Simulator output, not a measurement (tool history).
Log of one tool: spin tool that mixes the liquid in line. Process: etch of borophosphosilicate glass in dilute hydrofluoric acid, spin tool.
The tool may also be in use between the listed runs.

run	hour	temperature setpoint of the liquid (K)	parts of water to one part of 49 % hydrofluoric acid (parts by volume)	time under the liquid (s)	thickness taken off the borophosphosilicate glass on a monitor wafer (nm)
1	0.0	295.15	115	15	11.2710
2	6.3	295.15	115	15	11.3750
3	9.0	295.15	85	15	15.8570
4	15.4	295.15	120	15	10.7360
5	16.9	292.65	120	15	9.7543
6	22.6	292.65	120	15	9.7004
7	31.5	294.65	115	15	11.1050
8	37.7	296.15	115	15	11.7010
# hour 43.0: thermometer replaced
9	43.0	297.65	115	15	11.8560
10	46.1	298.65	110	15	13.0710

The next listed run, before its measurement:
11	52.5	299.65	105	15	?

{"run 11": {"thickness taken off the borophosphosilicate glass on a monitor wafer (nm)": 14.197}}
